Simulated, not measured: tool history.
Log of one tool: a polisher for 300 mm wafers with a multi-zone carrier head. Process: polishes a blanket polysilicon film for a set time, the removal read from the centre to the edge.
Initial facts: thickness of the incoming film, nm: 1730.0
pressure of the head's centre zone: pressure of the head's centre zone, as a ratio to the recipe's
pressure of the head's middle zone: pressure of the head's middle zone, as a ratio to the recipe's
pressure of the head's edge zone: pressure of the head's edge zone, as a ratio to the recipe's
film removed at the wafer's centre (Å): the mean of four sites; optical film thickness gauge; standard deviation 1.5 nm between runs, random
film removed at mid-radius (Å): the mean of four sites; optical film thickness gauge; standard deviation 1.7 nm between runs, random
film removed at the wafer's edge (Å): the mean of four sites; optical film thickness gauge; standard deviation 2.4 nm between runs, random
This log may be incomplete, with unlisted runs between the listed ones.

| run | hour | flow of slurry (ml/min) | pressure of the head's centre zone | pressure of the head's middle zone | pressure of the head's edge zone | polishing time (s) | film removed at the wafer's centre (Å) | film removed at mid-radius (Å) | film removed at the wafer's edge (Å) |
|---|---|---|---|---|---|---|---|---|---|
| 1 | 0 | 140 | 1 | 1 | 1 | 44 | 2468.4 | 2410.5 | 2379.1 |
| 2 | 5.6 | 140 | 1 | 1 | 1 | 48 | 2638.9 | 2604.2 | 2595.8 |
| 3 | 12 | 140 | 0.95 | 1 | 1 | 48 | 2527.6 | 2636 | 2559.9 |
| 4 | 15.4 | 140 | 0.94 | 0.98 | 0.96 | 45 | 2333.4 | 2444.2 | 2366.4 |
| 5 | 19.7 | 140 | 0.94 | 0.97 | 0.93 | 42 | 2189.5 | 2228.3 | 2163.1 |
| 6 | 21.3 | 135 | 0.94 | 0.97 | 0.91 | 41 | 2120.1 | 2168.3 | 2095 |
| 7 | 30.2 | 125 | 0.96 | 0.96 | 0.81 | 33 | 1715.5 | 1658.5 | 1555.1 |
| 8 | 36.3 | 130 | 0.96 | 0.96 | 0.82 | 33 | 1731 | 1720.7 | 1630.5 |
| 9 | 41.1 | 135 | 0.96 | 0.96 | 0.82 | 33 | 1741.6 | 1740.7 | 1620.1 |

What will run 10 give?
| 10 | 42.4 | 140 | 0.96 | 0.96 | 0.83 | 33 | ? | ? | ? |

film removed at the wafer's centre (Å): 1777.5
film removed at mid-radius (Å): 1735
film removed at the wafer's edge (Å): 1629.6
